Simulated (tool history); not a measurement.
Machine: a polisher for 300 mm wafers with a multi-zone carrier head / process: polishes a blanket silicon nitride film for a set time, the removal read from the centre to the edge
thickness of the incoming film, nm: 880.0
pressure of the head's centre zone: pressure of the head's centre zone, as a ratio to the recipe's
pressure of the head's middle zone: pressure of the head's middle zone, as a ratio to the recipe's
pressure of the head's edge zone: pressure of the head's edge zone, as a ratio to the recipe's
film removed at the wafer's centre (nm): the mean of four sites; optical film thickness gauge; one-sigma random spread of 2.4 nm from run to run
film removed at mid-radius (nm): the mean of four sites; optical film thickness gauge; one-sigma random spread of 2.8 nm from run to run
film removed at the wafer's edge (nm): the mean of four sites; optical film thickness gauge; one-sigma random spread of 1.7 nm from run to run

run,day,flow of slurry (ml/min),pressure of the head's centre zone,pressure of the head's middle zone,pressure of the head's edge zone,polishing time (s),film removed at the wafer's centre (nm),film removed at mid-radius (nm),film removed at the wafer's edge (nm)
1,0.000,220,1.00,1.00,1.00,80,160.46,150.88,159.37
2,0.088,260,1.00,1.00,1.00,80,162.20,158.73,163.52
3,0.121,260,1.04,1.00,1.00,80,168.51,158.04,161.75
4,0.492,260,1.04,1.00,1.08,80,173.98,157.52,168.64
5,0.642,260,1.04,1.05,1.08,80,170.24,167.78,165.65
6,0.929,260,1.04,1.10,1.08,80,168.78,171.64,166.61
7,0.983,265,1.05,1.10,1.09,83,179.08,179.54,173.36

Predict the results of run 8:
8,1.188,270,1.05,1.10,1.10,86,?,?,?

{"run 8": {"film removed at the wafer's centre (nm)": 183.81, "film removed at mid-radius (nm)": 184.08, "film removed at the wafer's edge (nm)": 183.26}}
